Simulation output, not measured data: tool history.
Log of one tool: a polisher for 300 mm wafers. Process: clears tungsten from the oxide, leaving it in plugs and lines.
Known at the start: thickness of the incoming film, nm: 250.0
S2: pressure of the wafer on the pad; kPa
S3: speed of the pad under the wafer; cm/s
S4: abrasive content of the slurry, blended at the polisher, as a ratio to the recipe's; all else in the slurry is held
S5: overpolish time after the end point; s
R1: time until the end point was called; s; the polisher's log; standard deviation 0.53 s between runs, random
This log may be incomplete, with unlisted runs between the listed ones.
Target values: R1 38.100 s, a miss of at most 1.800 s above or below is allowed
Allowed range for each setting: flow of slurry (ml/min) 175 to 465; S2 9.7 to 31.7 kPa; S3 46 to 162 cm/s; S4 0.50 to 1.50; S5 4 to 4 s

Run 1, hour 0.0: flow of slurry (ml/min) 295, S2 20.7 kPa, S3 104 cm/s, S4 1.00, S5 4 s. Result: R1 57.105 s.
Run 2, hour 7.7: flow of slurry (ml/min) 295, S2 22.1 kPa, S3 104 cm/s, S4 1.00, S5 4 s. Result: R1 56.212 s.
Run 3, hour 9.2: flow of slurry (ml/min) 295, S2 23.4 kPa, S3 106 cm/s, S4 1.00, S5 4 s. Result: R1 49.632 s.
Run 4, hour 13.7: flow of slurry (ml/min) 295, S2 23.4 kPa, S3 92 cm/s, S4 1.00, S5 4 s. Result: R1 57.342 s.
Run 5, hour 17.6: flow of slurry (ml/min) 295, S2 23.4 kPa, S3 92 cm/s, S4 1.20, S5 4 s. Result: R1 55.590 s.
Run 6, hour 26.0: flow of slurry (ml/min) 295, S2 24.8 kPa, S3 92 cm/s, S4 1.20, S5 4 s. Result: R1 51.266 s.
Run 7, hour 28.4: flow of slurry (ml/min) 295, S2 25.5 kPa, S3 92 cm/s, S4 1.20, S5 4 s. Result: R1 50.654 s.
Run 8, hour 30.8: flow of slurry (ml/min) 295, S2 25.5 kPa, S3 92 cm/s, S4 1.20, S5 4 s. Result: R1 51.425 s.
Run 9, hour 32.5: flow of slurry (ml/min) 295, S2 26.2 kPa, S3 94 cm/s, S4 1.20, S5 4 s. Result: R1 48.997 s.
Run 10, hour 33.4: flow of slurry (ml/min) 295, S2 26.9 kPa, S3 94 cm/s, S4 1.20, S5 4 s. Result: R1 46.675 s.

Of the 5 settings listed for the next run, only one would bring every result within its allowed miss of target. Which one?
Run A, hour 34.3: flow of slurry (ml/min) 360, S2 31.7 kPa, S3 92 cm/s, S4 1.10, S5 4 s. Result: R1 ?.
Run B, hour 34.3: flow of slurry (ml/min) 300, S2 28.3 kPa, S3 116 cm/s, S4 1.00, S5 4 s. Result: R1 ?.
Run C, hour 34.3: flow of slurry (ml/min) 355, S2 31.0 kPa, S3 102 cm/s, S4 0.75, S5 4 s. Result: R1 ?.
Run D, hour 34.3: flow of slurry (ml/min) 305, S2 26.2 kPa, S3 106 cm/s, S4 1.25, S5 4 s. Result: R1 ?.
Run E, hour 34.3: flow of slurry (ml/min) 455, S2 28.3 kPa, S3 96 cm/s, S4 1.15, S5 4 s. Result: R1 ?.

move      R1
   A  41.088
   B  38.363
   C  42.539
   D  42.249
   E  42.869
A: closer than the last run, but not yet in spec
B: hits every target within its allowed miss
C: closer than the last run, but not yet in spec
D: closer than the last run, but not yet in spec
E: closer than the last run, but not yet in spec
B meets every target.
